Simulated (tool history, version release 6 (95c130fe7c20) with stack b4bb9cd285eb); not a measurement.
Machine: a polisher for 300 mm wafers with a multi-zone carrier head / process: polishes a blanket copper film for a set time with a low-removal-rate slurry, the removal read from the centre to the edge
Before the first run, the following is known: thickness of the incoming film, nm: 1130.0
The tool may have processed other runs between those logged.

run	hour	flow of slurry (ml/min)	pressure of the head's centre zone	pressure of the head's middle zone	pressure of the head's edge zone	abrasive content of the slurry	polishing time (s)	film removed at the wafer's centre (nm)	film removed at mid-radius (nm)	film removed at the wafer's edge (nm)
1	0	280	1	1	1	1	31	76.84	77.603	79.64
2	8.1	280	1	0.97	1	1	31	77.789	75.316	76.534
3	14.2	280	1	0.97	1	1	25	60.78	61.125	61.8
4	18.2	295	1.02	0.99	0.96	1	25	64.513	62.685	62.218
5	26.4	305	1.02	1.02	0.92	1	25	62.071	63.012	61.904
6	30.8	305	1.02	1.02	0.92	1	30	77.111	76.496	74.342
# hour 34.7: slurry nozzle cleaned
7	34.7	310	1.03	1.04	0.89	0.85	29	75.974	75.795	71.806
8	39.2	310	1.03	1.04	0.89	0.85	29	75.024	75.303	70.869

Estimate the outcome of run 9 from the log above:
9	47.1	305	1.03	1.04	0.87	0.8	28	?	?	?

Run 9 gave film removed at the wafer's centre (nm) 71.443, film removed at mid-radius (nm) 71.613, film removed at the wafer's edge (nm) 67.95.

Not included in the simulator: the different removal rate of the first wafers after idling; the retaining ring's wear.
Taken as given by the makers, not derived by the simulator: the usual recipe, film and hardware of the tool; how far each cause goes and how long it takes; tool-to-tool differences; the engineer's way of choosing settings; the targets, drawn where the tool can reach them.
